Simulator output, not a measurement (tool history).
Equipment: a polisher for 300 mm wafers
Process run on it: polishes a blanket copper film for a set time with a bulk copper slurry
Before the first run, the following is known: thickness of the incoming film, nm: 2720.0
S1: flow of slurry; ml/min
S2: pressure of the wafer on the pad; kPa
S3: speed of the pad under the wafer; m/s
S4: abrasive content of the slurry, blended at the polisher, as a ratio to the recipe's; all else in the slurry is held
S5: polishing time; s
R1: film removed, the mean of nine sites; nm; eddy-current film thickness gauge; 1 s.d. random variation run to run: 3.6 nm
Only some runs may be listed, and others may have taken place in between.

run  hour   S1    S2    S3    S4  S5      R1
  1   0.0  255  14.5  1.36  1.00  57  384.53
  2   1.8  255  14.5  1.36  0.85  57  364.80
  3   2.8  255  11.7  1.36  0.85  57  296.97
  4   9.1  255  11.7  1.14  0.85  57  257.62
  5  17.9  265  14.5  1.14  0.85  57  317.23
  6  23.4  275  16.5  1.14  0.85  57  361.86
  7  28.6  275  17.9  1.14  0.85  57  385.70

Estimate the outcome of run 8 from the log above:
  8  34.2  285  19.3  1.16  0.85  57   ?

{"run 8": {"R1": 422.06}}

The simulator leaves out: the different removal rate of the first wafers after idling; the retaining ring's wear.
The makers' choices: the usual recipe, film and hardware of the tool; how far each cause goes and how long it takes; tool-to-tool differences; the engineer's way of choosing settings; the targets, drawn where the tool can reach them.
